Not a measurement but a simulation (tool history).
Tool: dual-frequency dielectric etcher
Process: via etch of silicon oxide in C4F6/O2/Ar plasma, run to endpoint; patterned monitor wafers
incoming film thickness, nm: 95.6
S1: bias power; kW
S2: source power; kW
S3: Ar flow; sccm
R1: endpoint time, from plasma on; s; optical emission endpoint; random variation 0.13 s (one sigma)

run	day	S1	S2	S3	R1
1	0	0.581	0.43	332	17.445
2	0.142	0.545	0.43	332	17.415
3	0.383	0.545	0.43	390	17.832
4	0.425	0.545	0.43	347	17.762
5	0.554	0.505	0.42	349	18.274
6	0.833	0.602	0.42	349	17.24
7	1.042	0.551	0.41	351	17.724

The next listed run, before its measurement:
8	1.175	0.505	0.4	356	?

{"run 8": {"R1": 18.516}}
